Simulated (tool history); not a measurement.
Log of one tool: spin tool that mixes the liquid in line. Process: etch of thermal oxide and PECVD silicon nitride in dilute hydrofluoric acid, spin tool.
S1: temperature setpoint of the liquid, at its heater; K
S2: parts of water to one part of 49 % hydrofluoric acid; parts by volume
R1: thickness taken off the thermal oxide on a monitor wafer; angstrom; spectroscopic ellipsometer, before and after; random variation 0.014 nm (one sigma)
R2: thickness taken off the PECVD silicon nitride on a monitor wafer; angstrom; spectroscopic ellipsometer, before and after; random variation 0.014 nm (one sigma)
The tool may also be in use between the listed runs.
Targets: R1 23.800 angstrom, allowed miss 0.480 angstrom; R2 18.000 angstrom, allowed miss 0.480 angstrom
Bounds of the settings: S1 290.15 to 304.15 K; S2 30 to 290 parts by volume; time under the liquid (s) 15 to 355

Run 1, day 0.000: S1 296.15 K, S2 160 parts by volume, time under the liquid (s) 180. Result: R1 49.746 angstrom, R2 41.351 angstrom.
Run 2, day 0.117: S1 296.15 K, S2 195 parts by volume, time under the liquid (s) 180. Result: R1 39.350 angstrom, R2 34.326 angstrom.
Run 3, day 0.162: S1 295.15 K, S2 200 parts by volume, time under the liquid (s) 180. Result: R1 36.430 angstrom, R2 31.324 angstrom.
Run 4, day 0.246: S1 295.15 K, S2 200 parts by volume, time under the liquid (s) 130. Result: R1 26.456 angstrom, R2 22.735 angstrom.
Run 5, day 0.588: S1 294.65 K, S2 200 parts by volume, time under the liquid (s) 130. Result: R1 25.830 angstrom, R2 21.804 angstrom.
Run 6, day 0.696: S1 294.15 K, S2 200 parts by volume, time under the liquid (s) 130. Result: R1 25.512 angstrom, R2 21.499 angstrom.
Run 7, day 0.942: S1 293.65 K, S2 195 parts by volume, time under the liquid (s) 130. Result: R1 25.617 angstrom, R2 21.116 angstrom.
Run 8, day 1.100: S1 293.15 K, S2 195 parts by volume, time under the liquid (s) 130. Result: R1 25.129 angstrom, R2 20.598 angstrom.
Run 9, day 1.417: S1 292.65 K, S2 195 parts by volume, time under the liquid (s) 130. Result: R1 24.898 angstrom, R2 19.950 angstrom.
Run 10, day 1.633: S1 292.15 K, S2 195 parts by volume, time under the liquid (s) 130. Result: R1 24.430 angstrom, R2 18.801 angstrom.
Run 11, day 1.788: S1 291.65 K, S2 195 parts by volume, time under the liquid (s) 130. Result: R1 23.865 angstrom, R2 18.398 angstrom.

Which of these 5 next moves meets every target?
Run A, day 1.942: S1 293.65 K, S2 190 parts by volume, time under the liquid (s) 115. Result: R1 ?, R2 ?.
Run B, day 1.942: S1 292.15 K, S2 210 parts by volume, time under the liquid (s) 140. Result: R1 ?, R2 ?.
Run C, day 1.942: S1 291.65 K, S2 175 parts by volume, time under the liquid (s) 115. Result: R1 ?, R2 ?.
Run D, day 1.942: S1 291.15 K, S2 260 parts by volume, time under the liquid (s) 180. Result: R1 ?, R2 ?.
Run E, day 1.942: S1 290.65 K, S2 245 parts by volume, time under the liquid (s) 180. Result: R1 ?, R2 ?.

move      R1      R2
   A  23.491  19.101
   B  23.942  19.119
   C  23.933  18.118
   D  22.854  18.741
   E  24.109  19.195
A: further off than the last run
B: further off than the last run
C: meets every target
D: further off than the last run
E: further off than the last run
Move C is the one to make.
